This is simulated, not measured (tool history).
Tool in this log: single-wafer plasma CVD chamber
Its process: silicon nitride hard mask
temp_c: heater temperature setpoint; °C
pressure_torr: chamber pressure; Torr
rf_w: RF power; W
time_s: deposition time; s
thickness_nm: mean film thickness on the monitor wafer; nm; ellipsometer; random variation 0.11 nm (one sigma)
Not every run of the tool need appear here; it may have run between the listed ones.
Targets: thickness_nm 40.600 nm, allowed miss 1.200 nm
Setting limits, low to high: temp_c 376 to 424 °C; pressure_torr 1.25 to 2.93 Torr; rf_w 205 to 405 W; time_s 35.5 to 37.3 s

run,hour,temp_c,pressure_torr,rf_w,time_s,thickness_nm
1,0.0,400,2.09,305,37.3,50.064
2,1.7,400,2.09,330,37.3,51.781
3,8.3,400,2.03,320,37.1,50.505
4,14.1,400,2.03,345,37.1,52.141
5,16.5,400,2.31,345,37.1,54.557
6,20.1,400,2.31,345,35.5,52.068
7,23.1,400,2.23,335,35.5,50.996
8,31.1,400,2.15,325,35.5,49.957
9,33.7,401,1.73,275,35.5,42.347
10,37.1,401,1.71,275,35.5,42.082
11,41.7,401,1.69,275,35.5,41.976
12,45.8,401,1.68,275,35.5,41.813

5 next moves are on the table. One of them brings every result within its allowed miss. Which?
A,49.9,403,1.52,250,35.5,?
B,49.9,409,1.50,295,37.3,?
C,49.9,384,1.79,210,36.5,?
D,49.9,402,1.89,270,35.6,?
E,49.9,403,1.51,300,37.3,?

move,thickness_nm
A,38.318
B,42.494
C,40.407
D,44.083
E,43.040
A: the result that was furthest off in the last run now lies on the other side of its target
B: misses by more than the last run did
C: all results in spec
D: misses by more than the last run did
E: misses by more than the last run did
The right move is C.

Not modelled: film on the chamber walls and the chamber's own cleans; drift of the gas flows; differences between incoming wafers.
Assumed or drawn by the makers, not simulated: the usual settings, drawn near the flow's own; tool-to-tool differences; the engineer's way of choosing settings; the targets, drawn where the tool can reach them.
